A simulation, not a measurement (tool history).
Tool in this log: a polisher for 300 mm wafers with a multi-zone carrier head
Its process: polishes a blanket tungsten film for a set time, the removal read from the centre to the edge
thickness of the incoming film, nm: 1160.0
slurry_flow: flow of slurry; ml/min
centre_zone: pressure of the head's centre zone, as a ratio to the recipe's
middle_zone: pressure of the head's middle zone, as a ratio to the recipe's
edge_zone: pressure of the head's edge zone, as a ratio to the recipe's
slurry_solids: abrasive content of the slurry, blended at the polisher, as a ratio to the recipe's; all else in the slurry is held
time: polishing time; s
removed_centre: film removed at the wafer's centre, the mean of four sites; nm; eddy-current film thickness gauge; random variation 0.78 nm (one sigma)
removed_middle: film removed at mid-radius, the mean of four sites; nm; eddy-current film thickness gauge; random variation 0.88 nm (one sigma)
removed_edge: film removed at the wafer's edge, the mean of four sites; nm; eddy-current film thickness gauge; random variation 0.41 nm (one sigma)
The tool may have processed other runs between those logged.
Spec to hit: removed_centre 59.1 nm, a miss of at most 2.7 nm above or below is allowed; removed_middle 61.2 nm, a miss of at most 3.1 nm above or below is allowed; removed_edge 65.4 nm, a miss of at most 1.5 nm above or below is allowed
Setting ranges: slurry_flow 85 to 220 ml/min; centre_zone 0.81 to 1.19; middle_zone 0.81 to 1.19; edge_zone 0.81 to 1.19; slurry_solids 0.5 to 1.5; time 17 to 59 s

{"run": 1, "hour": 0.0, "slurry_flow": 140, "centre_zone": 1, "middle_zone": 1, "edge_zone": 1, "slurry_solids": 1, "time": 38, "removed_centre": 93.003, "removed_middle": 99.677, "removed_edge": 94.643}
{"run": 2, "hour": 8.7, "slurry_flow": 140, "centre_zone": 1, "middle_zone": 0.97, "edge_zone": 1, "slurry_solids": 1, "time": 38, "removed_centre": 96.829, "removed_middle": 98.72, "removed_edge": 96.227}
{"run": 3, "hour": 10.7, "slurry_flow": 140, "centre_zone": 0.97, "middle_zone": 0.97, "edge_zone": 1, "slurry_solids": 1, "time": 38, "removed_centre": 90.511, "removed_middle": 95.602, "removed_edge": 94.738}
{"run": 4, "hour": 17.7, "slurry_flow": 165, "centre_zone": 0.97, "middle_zone": 0.97, "edge_zone": 1, "slurry_solids": 1, "time": 38, "removed_centre": 94.545, "removed_middle": 97.034, "removed_edge": 96.607}
{"run": 5, "hour": 21.6, "slurry_flow": 165, "centre_zone": 0.95, "middle_zone": 0.96, "edge_zone": 0.98, "slurry_solids": 0.95, "time": 37, "removed_centre": 90.35, "removed_middle": 94.952, "removed_edge": 91.324}
{"run": 6, "hour": 24.4, "slurry_flow": 160, "centre_zone": 0.94, "middle_zone": 0.94, "edge_zone": 0.99, "slurry_solids": 0.9, "time": 36, "removed_centre": 84.143, "removed_middle": 89.39, "removed_edge": 89.799}
{"run": 7, "hour": 25.7, "slurry_flow": 160, "centre_zone": 0.94, "middle_zone": 0.93, "edge_zone": 0.98, "slurry_solids": 0.85, "time": 35, "removed_centre": 83.979, "removed_middle": 85.38, "removed_edge": 85.457}
{"run": 8, "hour": 34.6, "slurry_flow": 155, "centre_zone": 0.92, "middle_zone": 0.92, "edge_zone": 0.97, "slurry_solids": 0.8, "time": 34, "removed_centre": 74.722, "removed_middle": 81.622, "removed_edge": 81.383}
{"run": 9, "hour": 37.6, "slurry_flow": 155, "centre_zone": 0.92, "middle_zone": 0.91, "edge_zone": 0.97, "slurry_solids": 0.75, "time": 33, "removed_centre": 71.061, "removed_middle": 76.068, "removed_edge": 77.769}

4 next moves are on the table. One of them brings every result within its allowed miss. Which?
{"run": "A", "hour": 40.6, "slurry_flow": 125, "centre_zone": 0.88, "middle_zone": 0.94, "edge_zone": 1.03, "slurry_solids": 0.7, "time": 27, "removed_centre": "?", "removed_middle": "?", "removed_edge": "?"}
{"run": "B", "hour": 40.6, "slurry_flow": 125, "centre_zone": 0.96, "middle_zone": 0.92, "edge_zone": 1.08, "slurry_solids": 0.6, "time": 28, "removed_centre": "?", "removed_middle": "?", "removed_edge": "?"}
{"run": "C", "hour": 40.6, "slurry_flow": 150, "centre_zone": 0.89, "middle_zone": 0.96, "edge_zone": 0.99, "slurry_solids": 0.55, "time": 29, "removed_centre": "?", "removed_middle": "?", "removed_edge": "?"}
{"run": "D", "hour": 40.6, "slurry_flow": 135, "centre_zone": 0.88, "middle_zone": 1.11, "edge_zone": 0.85, "slurry_solids": 0.55, "time": 40, "removed_centre": "?", "removed_middle": "?", "removed_edge": "?"}

move=A removed_centre=53.856 removed_middle=62.488 removed_edge=63.519
move=B removed_centre=59.356 removed_middle=61.94 removed_edge=65.676
move=C removed_centre=58.422 removed_middle=67.891 removed_edge=65.829
move=D removed_centre=78.006 removed_middle=103.88 removed_edge=83.258
A: takes the biggest miss from the last run beyond its target
B: all results in spec
C: puts the biggest miss on target and leaves a different result outside tolerance
D: misses by more than the last run did
Answer: B
